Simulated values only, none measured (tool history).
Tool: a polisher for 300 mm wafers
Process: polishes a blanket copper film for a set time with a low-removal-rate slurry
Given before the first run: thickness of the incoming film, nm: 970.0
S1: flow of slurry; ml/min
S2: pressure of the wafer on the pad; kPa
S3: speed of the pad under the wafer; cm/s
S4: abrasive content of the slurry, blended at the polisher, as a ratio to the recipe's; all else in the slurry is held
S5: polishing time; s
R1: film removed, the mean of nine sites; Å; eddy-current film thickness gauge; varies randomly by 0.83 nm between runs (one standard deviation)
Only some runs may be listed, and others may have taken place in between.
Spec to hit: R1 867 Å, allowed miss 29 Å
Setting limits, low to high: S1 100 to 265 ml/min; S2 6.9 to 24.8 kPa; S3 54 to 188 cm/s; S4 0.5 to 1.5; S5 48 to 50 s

| run | hour | S1 | S2 | S3 | S4 | S5 | R1 |
|---|---|---|---|---|---|---|---|
| 1 | 0 | 170 | 15.9 | 120 | 1 | 48 | 1263.8 |
| 2 | 5.2 | 170 | 15.9 | 120 | 0.8 | 48 | 1162.6 |
| 3 | 12.8 | 170 | 15.9 | 120 | 0.8 | 50 | 1235.4 |
| 4 | 14.4 | 170 | 15.9 | 120 | 0.9 | 50 | 1280.1 |
| 5 | 21.8 | 165 | 14.5 | 120 | 0.9 | 50 | 1153.7 |
| 6 | 26.7 | 160 | 13.8 | 120 | 0.9 | 50 | 1082.7 |
| 7 | 33.4 | 155 | 13.1 | 120 | 0.9 | 50 | 1056.6 |
| 8 | 40.4 | 155 | 12.4 | 120 | 0.9 | 50 | 989.95 |
| 9 | 46.7 | 150 | 11.7 | 120 | 0.9 | 50 | 932.5 |
| 10 | 49 | 145 | 11.7 | 120 | 0.9 | 50 | 923.15 |
| 11 | 54.4 | 140 | 11.7 | 120 | 0.9 | 50 | 921.24 |
| 12 | 57.9 | 135 | 11.7 | 120 | 0.9 | 50 | 905.75 |
| 13 | 62.2 | 130 | 11.7 | 120 | 0.9 | 50 | 910 |
| 14 | 70.2 | 130 | 11.7 | 120 | 0.9 | 50 | 904.44 |

Pick the move, out of 4, that brings all results within their allowed miss; only one does.
| A | 78.2 | 105 | 16.5 | 102 | 0.9 | 48 | ? |
| B | 78.2 | 150 | 12.4 | 104 | 0.9 | 50 | ? |
| C | 78.2 | 155 | 11 | 138 | 0.65 | 50 | ? |
| D | 78.2 | 135 | 17.9 | 82 | 0.9 | 50 | ? |

| move | R1 |
|---|---|
| A | 983.23 |
| B | 861.21 |
| C | 924.26 |
| D | 957.2 |
A: misses by more than the last run did
B: every result lands within tolerance
C: misses by more than the last run did
D: misses by more than the last run did
The move that meets every target is B.

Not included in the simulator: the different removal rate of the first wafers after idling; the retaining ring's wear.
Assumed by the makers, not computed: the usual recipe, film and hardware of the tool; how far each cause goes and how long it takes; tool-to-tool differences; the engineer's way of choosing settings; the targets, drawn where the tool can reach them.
